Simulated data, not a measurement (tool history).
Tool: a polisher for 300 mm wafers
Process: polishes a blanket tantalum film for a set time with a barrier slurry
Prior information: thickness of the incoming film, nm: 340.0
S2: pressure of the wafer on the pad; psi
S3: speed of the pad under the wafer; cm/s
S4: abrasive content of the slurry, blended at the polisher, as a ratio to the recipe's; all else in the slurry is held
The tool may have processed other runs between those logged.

Run 1, hour 0.0: flow of slurry (ml/min) 260, S2 2.2 psi, S3 124 cm/s, S4 1.0, polishing time (s) 27. Result: film removed (Å) 685.12.
Run 2, hour 5.0: flow of slurry (ml/min) 305, S2 2.2 psi, S3 124 cm/s, S4 1.0, polishing time (s) 27. Result: film removed (Å) 697.31.
Run 3, hour 6.9: flow of slurry (ml/min) 300, S2 2.2 psi, S3 124 cm/s, S4 1.0, polishing time (s) 27. Result: film removed (Å) 698.74.
Run 4, hour 8.4: flow of slurry (ml/min) 295, S2 2.2 psi, S3 124 cm/s, S4 1.0, polishing time (s) 27. Result: film removed (Å) 693.75.
Run 5, hour 9.1: flow of slurry (ml/min) 295, S2 2.7 psi, S3 124 cm/s, S4 1.0, polishing time (s) 27. Result: film removed (Å) 854.00.
Run 6, hour 10.8: flow of slurry (ml/min) 290, S2 2.6 psi, S3 124 cm/s, S4 1.0, polishing time (s) 27. Result: film removed (Å) 814.26.
Run 7, hour 19.2: flow of slurry (ml/min) 265, S2 2.0 psi, S3 124 cm/s, S4 1.0, polishing time (s) 27. Result: film removed (Å) 628.37.

Predict the results of run 8:
Run 8, hour 27.0: flow of slurry (ml/min) 260, S2 2.0 psi, S3 124 cm/s, S4 1.0, polishing time (s) 27. Result: film removed (Å) ?.

For run 8 the tool returned film removed (Å) 627.58.
